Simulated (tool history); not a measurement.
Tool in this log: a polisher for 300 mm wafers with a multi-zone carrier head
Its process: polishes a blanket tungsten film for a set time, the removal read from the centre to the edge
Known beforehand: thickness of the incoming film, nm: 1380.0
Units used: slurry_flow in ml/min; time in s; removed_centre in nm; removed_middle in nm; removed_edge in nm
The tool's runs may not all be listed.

run	hour	slurry_flow	centre_zone	middle_zone	edge_zone	slurry_solids	time	removed_centre	removed_middle	removed_edge
1	0	150	1	1	1	1	49	221.04	215.06	224.74
2	7.3	150	1	1	1	1	42	186.57	187.96	186.09
3	15.3	150	1	1	1.08	1	42	189.73	185.34	200.82
4	23.3	165	1.06	1.03	1.1	1.15	43	215.35	202.5	211.56
# hour 29.8: edge zone pressure recalibrated
5	29.8	175	1.09	1.04	1.12	1.25	45	239.55	217.55	224.84
6	30.8	175	1.09	1.04	1.12	1.05	45	227.98	206.73	211.25

Run 7, settings as shown, results not yet in. Your forecast:
7	35.4	175	1.11	1.04	1.13	1.2	47	?	?	?

{"run 7": {"removed_centre": 251.9, "removed_middle": 221.15, "removed_edge": 233.76}}
